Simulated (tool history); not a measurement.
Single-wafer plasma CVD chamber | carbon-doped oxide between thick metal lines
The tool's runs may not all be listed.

run,hour,heater temperature setpoint (°C),chamber pressure (mTorr),RF power (kW),deposition time (s),mean film thickness on the monitor wafer (Å)
1,0.0,335,6410,0.475,81.7,4540.4
2,8.0,335,7260,0.475,81.7,4580.9
3,12.1,335,7260,0.475,84.5,4766.9
4,16.2,335,8310,0.475,84.5,4789.5
5,21.5,338,8230,0.450,84.4,4597.0
6,27.2,341,8120,0.430,84.3,4434.8
7,31.9,343,8030,0.415,84.2,4338.0

The next listed run, before its measurement:
8,37.9,345,7960,0.400,84.1,?

mean film thickness on the monitor wafer (Å): 4209.9
